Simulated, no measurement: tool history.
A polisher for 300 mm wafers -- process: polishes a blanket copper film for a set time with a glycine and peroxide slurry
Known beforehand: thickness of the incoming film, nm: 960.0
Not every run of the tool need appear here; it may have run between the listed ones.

| run | hour | flow of slurry (ml/min) | pressure of the wafer on the pad (psi) | speed of the pad under the wafer (m/s) | polishing time (s) | film removed (nm) |
|---|---|---|---|---|---|---|
| 1 | 0 | 160 | 3.2 | 1.08 | 56 | 339.05 |
| 2 | 0.9 | 180 | 3.2 | 1.08 | 56 | 343.88 |
| 3 | 9.5 | 180 | 3 | 1.04 | 56 | 317.61 |
| 4 | 12.6 | 180 | 3 | 1.04 | 58 | 327.37 |
| 5 | 13.4 | 180 | 2.8 | 1 | 58 | 307.46 |
| 6 | 19.4 | 180 | 2.1 | 1 | 58 | 249.81 |
| 7 | 20.6 | 180 | 2 | 0.96 | 58 | 235.65 |
| 8 | 25.3 | 180 | 1.9 | 0.92 | 58 | 216.19 |
| 9 | 32.9 | 180 | 1.8 | 0.9 | 58 | 207.84 |
| 10 | 36.2 | 180 | 1.8 | 0.88 | 58 | 205.89 |
| 11 | 45.1 | 180 | 1.8 | 0.86 | 58 | 201.24 |
| 12 | 50.8 | 180 | 1.8 | 0.84 | 58 | 197.14 |
| 13 | 59.8 | 170 | 1.6 | 0.8 | 58 | 172.99 |

Predict the results of run 14:
| 14 | 64.6 | 165 | 1.6 | 0.8 | 58 | ? |

film removed (nm): 172.15
